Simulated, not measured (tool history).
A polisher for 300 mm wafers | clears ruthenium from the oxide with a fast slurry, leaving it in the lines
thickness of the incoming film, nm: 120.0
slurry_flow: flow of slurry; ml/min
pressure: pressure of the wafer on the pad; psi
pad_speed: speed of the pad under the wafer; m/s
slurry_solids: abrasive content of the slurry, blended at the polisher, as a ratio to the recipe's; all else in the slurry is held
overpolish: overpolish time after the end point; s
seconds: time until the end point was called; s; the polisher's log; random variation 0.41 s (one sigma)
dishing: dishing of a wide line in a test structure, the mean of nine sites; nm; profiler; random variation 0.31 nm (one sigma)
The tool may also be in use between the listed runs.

run	hour	slurry_flow	pressure	pad_speed	slurry_solids	overpolish	seconds	dishing
1	0	215	2.4	1.2	1	18	34.184	26.093
2	6.4	215	2.4	1.2	0.8	18	40.177	24.866
3	11.1	215	2.7	1.22	0.8	15	36.906	24.138
4	13	215	3	1.28	0.8	13	30.839	23.504
5	16.4	215	3	1.28	0.95	13	27.726	25.446
6	23.1	215	2.8	1.28	0.95	13	29.567	24.929

The next listed run, before its measurement:
7	26.6	215	3	1.28	0.95	12	?	?

Run 7 gave seconds 27.849 s, dishing 23.999 nm.

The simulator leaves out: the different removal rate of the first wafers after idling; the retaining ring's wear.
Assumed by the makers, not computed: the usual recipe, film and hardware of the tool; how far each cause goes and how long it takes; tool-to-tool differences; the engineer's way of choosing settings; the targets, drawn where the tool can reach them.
